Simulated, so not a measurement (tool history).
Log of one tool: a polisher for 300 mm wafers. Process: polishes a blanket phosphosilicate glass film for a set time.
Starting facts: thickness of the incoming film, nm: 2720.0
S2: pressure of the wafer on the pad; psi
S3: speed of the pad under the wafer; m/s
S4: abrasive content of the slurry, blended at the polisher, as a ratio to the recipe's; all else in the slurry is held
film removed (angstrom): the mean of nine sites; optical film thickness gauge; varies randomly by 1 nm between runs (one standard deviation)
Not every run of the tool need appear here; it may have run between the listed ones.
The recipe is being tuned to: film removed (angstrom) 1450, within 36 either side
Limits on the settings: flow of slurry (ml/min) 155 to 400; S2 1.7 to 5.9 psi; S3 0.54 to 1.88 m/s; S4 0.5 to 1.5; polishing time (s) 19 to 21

{"run": 1, "day": 0.0, "flow of slurry (ml/min)": 255, "S2": 3.8, "S3": 1.2, "S4": 1, "polishing time (s)": 21, "film removed (angstrom)": 2387.3}
{"run": 2, "day": 0.088, "flow of slurry (ml/min)": 255, "S2": 2.9, "S3": 1.2, "S4": 1, "polishing time (s)": 21, "film removed (angstrom)": 1862.5}
{"run": 3, "day": 0.238, "flow of slurry (ml/min)": 255, "S2": 3.4, "S3": 1.2, "S4": 1, "polishing time (s)": 21, "film removed (angstrom)": 2116.8}
{"run": 4, "day": 0.317, "flow of slurry (ml/min)": 250, "S2": 3, "S3": 1.2, "S4": 1, "polishing time (s)": 21, "film removed (angstrom)": 1901.6}
{"run": 5, "day": 0.592, "flow of slurry (ml/min)": 245, "S2": 2.7, "S3": 1.2, "S4": 1, "polishing time (s)": 21, "film removed (angstrom)": 1709.1}
{"run": 6, "day": 0.721, "flow of slurry (ml/min)": 205, "S2": 2.7, "S3": 1.2, "S4": 1, "polishing time (s)": 21, "film removed (angstrom)": 1676.3}
{"run": 7, "day": 1.046, "flow of slurry (ml/min)": 195, "S2": 2.6, "S3": 1.2, "S4": 1, "polishing time (s)": 21, "film removed (angstrom)": 1600.9}
{"run": 8, "day": 1.308, "flow of slurry (ml/min)": 170, "S2": 2.2, "S3": 1.2, "S4": 1, "polishing time (s)": 21, "film removed (angstrom)": 1339.6}
{"run": 9, "day": 1.342, "flow of slurry (ml/min)": 185, "S2": 2.2, "S3": 1.2, "S4": 1, "polishing time (s)": 21, "film removed (angstrom)": 1342.1}
{"run": 10, "day": 1.408, "flow of slurry (ml/min)": 200, "S2": 2.2, "S3": 1.2, "S4": 1, "polishing time (s)": 21, "film removed (angstrom)": 1383.8}
{"run": 11, "day": 1.446, "flow of slurry (ml/min)": 210, "S2": 2.2, "S3": 1.2, "S4": 1, "polishing time (s)": 21, "film removed (angstrom)": 1374.4}
{"run": 12, "day": 1.779, "flow of slurry (ml/min)": 220, "S2": 2.2, "S3": 1.2, "S4": 1, "polishing time (s)": 21, "film removed (angstrom)": 1382.6}
{"run": 13, "day": 1.812, "flow of slurry (ml/min)": 230, "S2": 2.2, "S3": 1.2, "S4": 1, "polishing time (s)": 21, "film removed (angstrom)": 1375.6}

Exactly one of the 5 candidate moves below puts every result within its allowed miss. Which one?
{"run": "A", "day": 1.846, "flow of slurry (ml/min)": 195, "S2": 3.4, "S3": 0.72, "S4": 1.1, "polishing time (s)": 21, "film removed (angstrom)": "?"}
{"run": "B", "day": 1.846, "flow of slurry (ml/min)": 170, "S2": 3.1, "S3": 1.26, "S4": 0.75, "polishing time (s)": 19, "film removed (angstrom)": "?"}
{"run": "C", "day": 1.846, "flow of slurry (ml/min)": 270, "S2": 2, "S3": 1.44, "S4": 1, "polishing time (s)": 21, "film removed (angstrom)": "?"}
{"run": "D", "day": 1.846, "flow of slurry (ml/min)": 185, "S2": 2.7, "S3": 0.8, "S4": 1.2, "polishing time (s)": 21, "film removed (angstrom)": "?"}
{"run": "E", "day": 1.846, "flow of slurry (ml/min)": 200, "S2": 2.3, "S3": 1.38, "S4": 0.7, "polishing time (s)": 21, "film removed (angstrom)": "?"}

move=A film_removed_(angstrom)=1445.6
move=B film_removed_(angstrom)=1516.8
move=C film_removed_(angstrom)=1514.4
move=D film_removed_(angstrom)=1296.3
move=E film_removed_(angstrom)=1340.5
A: hits every target within its allowed miss
B: moves the result that the last run missed by most past its target, out the other side
C: moves the result that the last run missed by most past its target, out the other side
D: the biggest miss grows against the last run
E: the biggest miss grows against the last run
Go with A: it meets all targets.
